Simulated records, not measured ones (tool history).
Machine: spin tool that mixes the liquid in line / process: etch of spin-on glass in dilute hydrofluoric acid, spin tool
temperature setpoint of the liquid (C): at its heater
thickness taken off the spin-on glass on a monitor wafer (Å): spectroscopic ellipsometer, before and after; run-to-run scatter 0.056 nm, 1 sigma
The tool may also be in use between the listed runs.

run,day,temperature setpoint of the liquid (C),parts of water to one part of 49 % hydrofluoric acid (parts by volume),time under the liquid (s),thickness taken off the spin-on glass on a monitor wafer (Å)
1,0.000,22.0,185,30,46.428
2,0.254,23.5,185,30,48.947
3,0.383,25.0,175,30,55.591
4,0.725,25.0,220,30,41.730
5,0.971,25.0,170,30,57.769
6,1.150,25.0,170,30,58.031
7,1.258,26.0,165,30,62.140
8,1.296,27.0,160,30,66.956
# day 1.429: thermometer replaced
9,1.429,27.5,155,30,74.459

Forecast run 10:
10,1.512,28.0,155,30,?

For run 10 the tool returned thickness taken off the spin-on glass on a monitor wafer (Å) 76.064.
